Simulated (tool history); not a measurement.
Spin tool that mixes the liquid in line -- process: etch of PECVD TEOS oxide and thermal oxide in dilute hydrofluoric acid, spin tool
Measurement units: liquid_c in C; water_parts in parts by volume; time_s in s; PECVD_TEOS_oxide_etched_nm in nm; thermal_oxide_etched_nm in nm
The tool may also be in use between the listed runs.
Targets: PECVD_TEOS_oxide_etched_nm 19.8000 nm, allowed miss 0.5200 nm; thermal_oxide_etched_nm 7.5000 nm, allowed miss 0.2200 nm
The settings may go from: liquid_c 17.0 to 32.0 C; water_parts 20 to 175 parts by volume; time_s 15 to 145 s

| run | day | liquid_c | water_parts | time_s | PECVD_TEOS_oxide_etched_nm | thermal_oxide_etched_nm |
|---|---|---|---|---|---|---|
| 1 | 0.000 | 24.0 | 95 | 75 | 9.8658 | 3.7360 |
| 2 | 0.025 | 26.0 | 85 | 75 | 12.1560 | 4.6192 |
| 3 | 0.333 | 26.0 | 85 | 90 | 14.6340 | 5.4895 |
| 4 | 0.575 | 26.0 | 60 | 90 | 21.4200 | 8.2192 |
|  | 0.717 | hydrofluoric acid flow meter replaced |
| 5 | 0.717 | 26.0 | 30 | 90 | 48.5530 | 17.9730 |
| 6 | 0.808 | 24.0 | 40 | 90 | 32.8180 | 12.4940 |
| 7 | 1.167 | 22.5 | 45 | 90 | 27.5570 | 10.1750 |
| 8 | 1.408 | 21.5 | 45 | 90 | 25.9250 | 9.9622 |
| 9 | 1.567 | 20.5 | 45 | 90 | 25.0070 | 9.4592 |
| 10 | 1.817 | 19.5 | 45 | 90 | 23.8940 | 8.9076 |
| 11 | 2.175 | 19.0 | 45 | 90 | 23.5910 | 8.8684 |
| 12 | 2.329 | 18.5 | 45 | 90 | 23.0030 | 8.7748 |
| 13 | 2.633 | 18.5 | 45 | 90 | 22.6280 | 8.7403 |

Which single option among these 4 for the next run brings every result within its allowed miss of target? Just one does.
| A | 2.938 | 21.5 | 40 | 60 | ? | ? |
| B | 2.938 | 18.5 | 55 | 90 | ? | ? |
| C | 2.938 | 30.0 | 75 | 90 | ? | ? |
| D | 2.938 | 23.0 | 55 | 75 | ? | ? |

| move | PECVD_TEOS_oxide_etched_nm | thermal_oxide_etched_nm |
|---|---|---|
| A | 19.8400 | 7.3591 |
| B | 18.7090 | 6.9396 |
| C | 21.3150 | 7.9064 |
| D | 18.8400 | 6.9884 |
A: all results in spec
B: takes the result that was furthest off past its target
C: better than the last run, though not everything is in spec
D: takes the result that was furthest off past its target
The move that meets every target is A.
